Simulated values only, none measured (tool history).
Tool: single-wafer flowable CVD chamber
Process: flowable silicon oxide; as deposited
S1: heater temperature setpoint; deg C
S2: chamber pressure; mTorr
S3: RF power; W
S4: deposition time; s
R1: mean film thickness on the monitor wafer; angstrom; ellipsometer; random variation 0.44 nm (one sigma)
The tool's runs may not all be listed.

run	day	S1	S2	S3	S4	R1
1	0.000	105	980	1770	419	2643.8
2	0.050	100	980	1770	419	3068.2
3	0.112	100	980	2020	419	3141.6
4	0.467	100	980	2020	432	3255.0
5	0.833	109	980	2020	432	2472.8
6	0.917	109	824	2020	432	2105.9
7	1.192	113	824	2020	432	1874.1

Run 8 comes next. What will it give?
8	1.258	116	824	2020	432	?

{"run 8": {"R1": 1731.1}}
